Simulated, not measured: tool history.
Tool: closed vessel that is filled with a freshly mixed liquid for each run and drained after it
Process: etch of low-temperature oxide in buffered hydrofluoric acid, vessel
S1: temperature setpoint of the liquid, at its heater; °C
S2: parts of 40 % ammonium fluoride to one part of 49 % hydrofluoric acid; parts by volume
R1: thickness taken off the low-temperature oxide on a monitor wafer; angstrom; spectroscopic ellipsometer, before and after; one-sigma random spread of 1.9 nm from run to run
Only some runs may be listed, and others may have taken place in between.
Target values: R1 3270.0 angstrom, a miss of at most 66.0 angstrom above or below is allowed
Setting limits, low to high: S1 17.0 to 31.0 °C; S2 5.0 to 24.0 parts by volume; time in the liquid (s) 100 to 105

{"run": 1, "day": 0.0, "S1": 23.0, "S2": 14.5, "time in the liquid (s)": 100, "R1": 4629.3}
{"run": 2, "day": 0.254, "S1": 21.0, "S2": 14.5, "time in the liquid (s)": 100, "R1": 4170.1}
{"run": 3, "day": 0.321, "S1": 20.5, "S2": 14.5, "time in the liquid (s)": 100, "R1": 4054.3}
{"run": 4, "day": 0.608, "S1": 20.0, "S2": 14.5, "time in the liquid (s)": 100, "R1": 3921.2}
{"run": 5, "day": 0.8, "S1": 22.5, "S2": 14.5, "time in the liquid (s)": 100, "R1": 4522.3}
{"run": 6, "day": 0.846, "S1": 22.5, "S2": 14.5, "time in the liquid (s)": 105, "R1": 4752.2}
{"run": 7, "day": 1.058, "S1": 22.0, "S2": 14.5, "time in the liquid (s)": 105, "R1": 4610.1}
{"run": 8, "day": 1.2, "S1": 18.0, "S2": 15.5, "time in the liquid (s)": 105, "R1": 3436.3}
{"run": 9, "day": 1.546, "S1": 18.0, "S2": 15.5, "time in the liquid (s)": 105, "R1": 3458.9}

Consider the 4 candidate settings below. Which is the only one whose results all fall within their allowed miss of target?
{"run": "A", "day": 1.892, "S1": 18.5, "S2": 15.5, "time in the liquid (s)": 105, "R1": "?"}
{"run": "B", "day": 1.892, "S1": 20.5, "S2": 17.5, "time in the liquid (s)": 105, "R1": "?"}
{"run": "C", "day": 1.892, "S1": 18.0, "S2": 16.5, "time in the liquid (s)": 105, "R1": "?"}
{"run": "D", "day": 1.892, "S1": 19.5, "S2": 15.0, "time in the liquid (s)": 100, "R1": "?"}

move=A R1=3534.1
move=B R1=3509.3
move=C R1=3230.0
move=D R1=3678.1
A: moves away from the targets compared with the last run
B: moves away from the targets compared with the last run
C: all results in spec
D: moves away from the targets compared with the last run
Answer: C
